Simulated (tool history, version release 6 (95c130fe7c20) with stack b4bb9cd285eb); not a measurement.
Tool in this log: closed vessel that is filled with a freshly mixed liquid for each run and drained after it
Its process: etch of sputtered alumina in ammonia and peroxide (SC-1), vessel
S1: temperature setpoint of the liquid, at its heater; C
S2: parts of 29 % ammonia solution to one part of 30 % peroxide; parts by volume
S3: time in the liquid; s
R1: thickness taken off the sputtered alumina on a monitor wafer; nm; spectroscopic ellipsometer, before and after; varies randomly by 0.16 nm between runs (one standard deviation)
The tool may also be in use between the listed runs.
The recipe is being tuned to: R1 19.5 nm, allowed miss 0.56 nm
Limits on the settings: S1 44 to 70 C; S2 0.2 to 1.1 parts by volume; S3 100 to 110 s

Run 1, hour 0: S1 60 C, S2 0.6 parts by volume, S3 100 s. Result: R1 12.491 nm.
Run 2, hour 2.1: S1 66.5 C, S2 0.6 parts by volume, S3 100 s. Result: R1 17.62 nm.
Run 3, hour 10.7: S1 61.5 C, S2 0.6 parts by volume, S3 100 s. Result: R1 13.364 nm.
Run 4, hour 16.1: S1 61.5 C, S2 0.45 parts by volume, S3 100 s. Result: R1 13.201 nm.
At hour 23.2: new drum of ammonia solution connected.
Run 5, hour 23.2: S1 61.5 C, S2 0.45 parts by volume, S3 100 s. Result: R1 13.275 nm.
Run 6, hour 28.2: S1 63 C, S2 0.45 parts by volume, S3 100 s. Result: R1 14.209 nm.
Run 7, hour 31.9: S1 64 C, S2 0.45 parts by volume, S3 100 s. Result: R1 15.161 nm.
Run 8, hour 38.3: S1 65 C, S2 0.45 parts by volume, S3 100 s. Result: R1 15.953 nm.
Run 9, hour 46: S1 65.5 C, S2 0.45 parts by volume, S3 100 s. Result: R1 16.203 nm.
Run 10, hour 52: S1 66 C, S2 0.45 parts by volume, S3 100 s. Result: R1 16.726 nm.
Run 11, hour 54.6: S1 66.5 C, S2 0.45 parts by volume, S3 100 s. Result: R1 17.215 nm.
Run 12, hour 62.4: S1 67 C, S2 0.45 parts by volume, S3 100 s. Result: R1 17.288 nm.

4 next moves are on the table. One of them brings every result within its allowed miss. Which?
Run A, hour 70.2: S1 67.5 C, S2 0.5 parts by volume, S3 100 s. Result: R1 ?.
Run B, hour 70.2: S1 67.5 C, S2 0.7 parts by volume, S3 105 s. Result: R1 ?.
Run C, hour 70.2: S1 68.5 C, S2 0.5 parts by volume, S3 110 s. Result: R1 ?.
Run D, hour 70.2: S1 65 C, S2 0.4 parts by volume, S3 100 s. Result: R1 ?.

move      R1
   A   18.06
   B  19.574
   C  20.856
   D  15.636
A: closer than the last run, but not yet in spec
B: in spec on every target
C: the result that was furthest off in the last run now lies on the other side of its target
D: its largest miss is bigger than the last run's
Correct choice: B, which meets every target
